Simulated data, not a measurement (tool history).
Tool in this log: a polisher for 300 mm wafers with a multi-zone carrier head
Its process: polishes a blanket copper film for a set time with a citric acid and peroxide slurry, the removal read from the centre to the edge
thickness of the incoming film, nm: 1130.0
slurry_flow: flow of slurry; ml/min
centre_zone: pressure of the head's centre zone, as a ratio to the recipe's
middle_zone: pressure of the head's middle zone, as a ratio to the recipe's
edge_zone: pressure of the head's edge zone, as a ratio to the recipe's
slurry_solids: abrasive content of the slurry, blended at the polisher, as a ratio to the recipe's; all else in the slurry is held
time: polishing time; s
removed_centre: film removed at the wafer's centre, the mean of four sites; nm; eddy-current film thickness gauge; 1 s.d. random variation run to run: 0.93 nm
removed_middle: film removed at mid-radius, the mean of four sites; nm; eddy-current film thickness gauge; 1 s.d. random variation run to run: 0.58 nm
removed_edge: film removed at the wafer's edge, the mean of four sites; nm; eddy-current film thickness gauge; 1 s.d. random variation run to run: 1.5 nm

run,hour,slurry_flow,centre_zone,middle_zone,edge_zone,slurry_solids,time,removed_centre,removed_middle,removed_edge
1,0.0,150,1.00,1.00,1.00,1.00,33,87.252,86.541,90.415
2,6.3,145,1.00,0.99,1.01,1.00,33,85.972,85.955,93.423
3,14.4,145,1.00,0.92,1.01,1.00,33,85.591,79.811,90.537
4,18.0,145,1.04,0.92,1.01,1.00,33,90.541,78.607,90.651
5,25.6,160,1.04,0.92,1.01,1.00,33,93.902,81.358,91.415
6,31.4,160,1.04,0.92,1.01,1.00,37,103.110,91.015,101.520
7,32.4,155,1.03,0.91,1.01,1.00,37,100.200,89.681,103.010
8,40.2,150,1.03,0.90,1.01,1.00,37,100.950,90.008,103.110
9,42.2,145,1.03,0.89,1.01,0.95,37,99.063,84.404,99.972

Run 10, settings as shown, results not yet in. Your forecast:
10,44.8,140,1.02,0.89,1.01,0.95,37,?,?,?

Run 10 yielded removed_centre 96.785 nm, removed_middle 85.628 nm, removed_edge 99.351 nm.
